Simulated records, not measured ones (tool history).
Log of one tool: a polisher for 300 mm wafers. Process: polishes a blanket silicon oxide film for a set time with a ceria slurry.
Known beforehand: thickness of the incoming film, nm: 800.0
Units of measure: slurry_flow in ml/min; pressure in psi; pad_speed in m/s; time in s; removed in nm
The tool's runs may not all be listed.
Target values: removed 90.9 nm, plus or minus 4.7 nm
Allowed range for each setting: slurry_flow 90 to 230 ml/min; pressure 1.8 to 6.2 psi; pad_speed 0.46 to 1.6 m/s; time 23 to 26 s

run    day  slurry_flow  pressure  pad_speed  time  removed
  1      0          150         4       1.02    26   128.66
  2  0.371          150       3.2       1.02    26   106.76
  3  0.704          170       3.2       1.02    26   105.02
  4      1          170       3.1       1.02    26   101.34
  5   1.05          170       2.9       1.02    26   96.289
  6  1.288          170       1.9       1.02    26   64.355
  7  1.608          170         2       1.02    26   67.333
  8  1.667          170       2.1       1.02    26    72.16
  9  1.758          170       2.2       1.02    26   74.045
 10  1.792          170       2.3       1.02    26   75.676
 11  1.867          170       2.4       1.02    26   80.027

Exactly one of the 4 candidate moves below puts every result within its allowed miss. Which one?
  A  1.942          160       2.4       0.94    25        ?
  B  1.942          165       2.4        0.9    25        ?
  C  1.942          175       3.4       0.94    23        ?
  D  1.942           95       2.8       0.84    25        ?

move  removed
   A   71.074
   B    68.41
   C   92.313
   D   68.682
A: lands further from the targets than the last run did
B: lands further from the targets than the last run did
C: meets every target
D: lands further from the targets than the last run did
Correct choice: C, which meets every target
